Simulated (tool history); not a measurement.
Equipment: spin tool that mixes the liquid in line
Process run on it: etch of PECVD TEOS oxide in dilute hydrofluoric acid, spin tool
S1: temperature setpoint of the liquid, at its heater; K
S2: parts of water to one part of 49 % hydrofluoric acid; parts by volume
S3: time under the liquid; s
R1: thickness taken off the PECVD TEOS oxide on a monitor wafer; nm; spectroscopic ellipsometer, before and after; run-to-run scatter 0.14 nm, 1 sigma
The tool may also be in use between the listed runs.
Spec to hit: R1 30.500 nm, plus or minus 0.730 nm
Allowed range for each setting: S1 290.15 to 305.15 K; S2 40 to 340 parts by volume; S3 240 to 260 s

run,day,S1,S2,S3,R1
1,0.000,297.15,190,240,21.573
2,0.308,299.15,185,240,24.021
3,0.429,299.15,185,260,26.157
4,0.650,300.65,185,260,27.519
5,0.962,301.65,185,260,28.547
6,1.208,301.65,130,260,43.483
7,1.379,298.65,130,260,38.621
8,1.562,296.65,130,260,35.807
9,1.883,295.65,130,260,34.651
10,2.004,294.65,130,260,33.350
11,2.212,294.15,130,260,32.431
12,2.433,293.65,130,260,31.859

Consider the 4 candidate settings below. Which is the only one whose results all fall within their allowed miss of target?
A,2.654,293.15,140,260,?
B,2.654,291.15,110,255,?
C,2.654,293.15,135,250,?
D,2.654,291.65,125,255,?

move,R1
A,28.709
B,34.086
C,28.779
D,30.146
A: moves the result that the last run missed by most past its target, out the other side
B: misses by more than the last run did
C: moves the result that the last run missed by most past its target, out the other side
D: all results land within tolerance of their targets
Correct choice: D, which meets every target
